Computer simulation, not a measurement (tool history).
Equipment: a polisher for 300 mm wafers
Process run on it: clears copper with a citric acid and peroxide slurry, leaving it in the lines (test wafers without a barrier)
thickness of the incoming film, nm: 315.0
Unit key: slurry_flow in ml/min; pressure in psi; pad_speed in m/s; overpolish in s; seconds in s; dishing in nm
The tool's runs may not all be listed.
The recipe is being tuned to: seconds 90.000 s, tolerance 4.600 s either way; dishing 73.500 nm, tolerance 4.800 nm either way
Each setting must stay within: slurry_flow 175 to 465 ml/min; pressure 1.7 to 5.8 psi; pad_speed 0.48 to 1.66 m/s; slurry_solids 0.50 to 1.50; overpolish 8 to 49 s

| run | hour | slurry_flow | pressure | pad_speed | slurry_solids | overpolish | seconds | dishing |
|---|---|---|---|---|---|---|---|---|
| 1 | 0.0 | 295 | 3.7 | 1.06 | 1.00 | 25 | 136.800 | 42.258 |
| 2 | 9.0 | 295 | 3.7 | 1.06 | 0.80 | 25 | 137.710 | 41.125 |
| 3 | 13.3 | 295 | 3.7 | 1.06 | 0.70 | 25 | 144.680 | 40.805 |
| 4 | 21.6 | 295 | 4.6 | 1.06 | 0.70 | 25 | 114.130 | 48.207 |
| 5 | 23.0 | 295 | 4.6 | 1.06 | 0.70 | 17 | 116.910 | 36.369 |
| 6 | 28.6 | 295 | 4.6 | 1.06 | 0.85 | 17 | 113.030 | 35.917 |
| 7 | 36.0 | 295 | 4.7 | 1.08 | 0.85 | 19 | 108.090 | 40.846 |
| 8 | 37.4 | 295 | 4.8 | 1.08 | 0.85 | 21 | 106.670 | 46.860 |
| 9 | 41.8 | 295 | 4.9 | 1.08 | 0.85 | 22 | 104.170 | 49.783 |
| 10 | 43.1 | 295 | 5.0 | 1.08 | 0.85 | 23 | 104.680 | 50.657 |
| 11 | 48.3 | 295 | 5.0 | 1.08 | 0.85 | 23 | 103.300 | 53.143 |
| 12 | 48.9 | 295 | 5.1 | 1.08 | 0.85 | 24 | 103.440 | 53.850 |
| 13 | 55.5 | 295 | 5.2 | 1.08 | 0.85 | 25 | 96.385 | 57.001 |
| 14 | 62.4 | 295 | 5.2 | 1.08 | 0.85 | 26 | 97.423 | 57.286 |
| 15 | 71.1 | 295 | 5.2 | 1.08 | 0.85 | 27 | 100.000 | 61.242 |
| 16 | 76.1 | 295 | 5.3 | 1.08 | 0.85 | 27 | 97.486 | 62.997 |
| 17 | 80.7 | 295 | 5.4 | 1.08 | 0.85 | 27 | 96.526 | 62.233 |
| 18 | 81.3 | 295 | 5.5 | 1.08 | 0.85 | 27 | 95.257 | 64.941 |

Which of these 5 next moves meets every target?
| A | 81.9 | 270 | 5.3 | 1.18 | 0.70 | 22 | ? | ? |
| B | 81.9 | 175 | 5.6 | 1.12 | 1.00 | 26 | ? | ? |
| C | 81.9 | 270 | 5.5 | 1.10 | 0.80 | 23 | ? | ? |
| D | 81.9 | 275 | 5.6 | 1.02 | 1.15 | 32 | ? | ? |
| E | 81.9 | 280 | 4.8 | 1.10 | 0.90 | 25 | ? | ? |

| move | seconds | dishing |
|---|---|---|
| A | 92.311 | 55.815 |
| B | 92.115 | 64.611 |
| C | 93.335 | 57.541 |
| D | 92.560 | 76.339 |
| E | 104.180 | 55.890 |
A: moves away from the targets compared with the last run
B: roughly where the last run was
C: moves away from the targets compared with the last run
D: every result within its allowed miss
E: moves away from the targets compared with the last run
The move that meets every target is D.

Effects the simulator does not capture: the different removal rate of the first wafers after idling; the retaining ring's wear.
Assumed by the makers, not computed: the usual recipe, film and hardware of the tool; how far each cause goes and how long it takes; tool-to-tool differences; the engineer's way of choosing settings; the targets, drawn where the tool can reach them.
